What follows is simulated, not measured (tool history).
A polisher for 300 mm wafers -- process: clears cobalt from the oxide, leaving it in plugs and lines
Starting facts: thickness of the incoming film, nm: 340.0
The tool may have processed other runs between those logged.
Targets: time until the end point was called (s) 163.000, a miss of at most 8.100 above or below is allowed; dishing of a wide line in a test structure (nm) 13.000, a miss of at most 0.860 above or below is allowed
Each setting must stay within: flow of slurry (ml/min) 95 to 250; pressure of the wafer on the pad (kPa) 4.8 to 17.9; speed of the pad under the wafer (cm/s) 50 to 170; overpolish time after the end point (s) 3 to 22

run	hour	flow of slurry (ml/min)	pressure of the wafer on the pad (kPa)	speed of the pad under the wafer (cm/s)	overpolish time after the end point (s)	time until the end point was called (s)	dishing of a wide line in a test structure (nm)
1	0.0	160	11.0	110	11	88.040	13.108
2	3.5	160	12.4	110	11	77.463	12.756
3	11.3	160	11.7	110	11	82.533	12.707
4	15.2	160	11.7	110	6	81.283	11.269
5	23.2	160	13.8	110	6	70.858	11.653
6	31.5	160	13.1	108	7	75.573	12.214
7	37.9	160	12.4	106	8	82.140	12.077
8	41.5	160	11.7	104	9	87.932	12.238
9	42.2	160	11.0	104	10	92.177	12.370
10	48.9	160	10.3	102	11	98.643	12.777
11	50.5	160	9.7	100	11	108.280	12.084
12	52.1	135	6.9	80	17	186.550	12.590
13	53.6	140	6.9	80	17	184.790	11.856

Which of these 5 next moves meets every target?
A	55.1	150	6.9	66	19	?	?
B	55.1	180	6.9	64	16	?	?
C	55.1	165	6.9	72	14	?	?
D	55.1	240	11.0	56	10	?	?
E	55.1	95	5.5	116	21	?	?

move	time until the end point was called (s)	dishing of a wide line in a test structure (nm)
A	218.640	11.853
B	218.580	11.209
C	198.030	11.030
D	159.800	10.463
E	168.380	12.709
A: its largest miss is bigger than the last run's
B: its largest miss is bigger than the last run's
C: its largest miss is bigger than the last run's
D: meets the target for the result that was furthest off, but another lies outside its allowed miss
E: all results in spec
E meets every target.
